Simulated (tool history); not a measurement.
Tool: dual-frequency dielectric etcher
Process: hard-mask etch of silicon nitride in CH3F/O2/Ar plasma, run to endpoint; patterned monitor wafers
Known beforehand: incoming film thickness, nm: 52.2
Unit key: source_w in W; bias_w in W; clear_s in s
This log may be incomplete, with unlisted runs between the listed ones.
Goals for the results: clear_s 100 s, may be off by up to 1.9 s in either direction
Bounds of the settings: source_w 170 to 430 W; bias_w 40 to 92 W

| run | hour | source_w | bias_w | clear_s |
|---|---|---|---|---|
| 1 | 0 | 300 | 66 | 89.831 |
| 2 | 2.7 | 340 | 66 | 86.212 |
| 3 | 5.6 | 340 | 76 | 80.952 |
| 4 | 6.2 | 290 | 76 | 85.558 |
| 5 | 11.5 | 350 | 76 | 80.47 |
| 6 | 13.9 | 370 | 76 | 79.129 |
| 7 | 20.8 | 330 | 73 | 83.365 |
| 8 | 23.2 | 300 | 71 | 87.596 |
| 9 | 28.3 | 280 | 70 | 89.947 |
| 10 | 35.3 | 260 | 69 | 92.086 |
| 11 | 44 | 250 | 68 | 93.252 |

Which single option among these 4 for the next run brings every result within its allowed miss of target? Just one does.
| A | 52.7 | 260 | 73 | ? |
| B | 52.7 | 270 | 71 | ? |
| C | 52.7 | 220 | 65 | ? |
| D | 52.7 | 250 | 73 | ? |

| move | clear_s |
|---|---|
| A | 89.418 |
| B | 89.509 |
| C | 98.855 |
| D | 90.46 |
A: its largest miss is bigger than the last run's
B: its largest miss is bigger than the last run's
C: every result within its allowed miss
D: its largest miss is bigger than the last run's
Go with C: it meets all targets.
